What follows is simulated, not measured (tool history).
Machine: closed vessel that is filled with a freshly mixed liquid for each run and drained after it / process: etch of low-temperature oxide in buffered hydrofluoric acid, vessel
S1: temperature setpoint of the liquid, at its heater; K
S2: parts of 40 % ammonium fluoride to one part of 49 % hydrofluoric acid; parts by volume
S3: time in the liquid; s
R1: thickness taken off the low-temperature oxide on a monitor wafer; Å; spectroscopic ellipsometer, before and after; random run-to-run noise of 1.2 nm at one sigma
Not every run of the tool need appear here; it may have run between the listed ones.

run 1 hour=0 | S1=294.15 S2=18.5 S3=95 | R1=1230
run 2 hour=7.8 | S1=295.15 S2=18.5 S3=95 | R1=1283.7
run 3 hour=11.7 | S1=296.15 S2=18.5 S3=95 | R1=1357.5
run 4 hour=15 | S1=296.15 S2=18.5 S3=95 | R1=1380.5
run 5 hour=21.6 | S1=296.15 S2=18.5 S3=95 | R1=1366.1
run 6 hour=25.4 | S1=294.15 S2=18.5 S3=95 | R1=1226.8
run 7 hour=28.8 | S1=295.15 S2=18.5 S3=95 | R1=1292
run 8 hour=36.8 | S1=296.15 S2=18.5 S3=95 | R1=1357

What will run 9 give?
run 9 hour=43.4 | S1=297.15 S2=18.5 S3=95 | R1=?

{"run 9": {"R1": 1415.2}}

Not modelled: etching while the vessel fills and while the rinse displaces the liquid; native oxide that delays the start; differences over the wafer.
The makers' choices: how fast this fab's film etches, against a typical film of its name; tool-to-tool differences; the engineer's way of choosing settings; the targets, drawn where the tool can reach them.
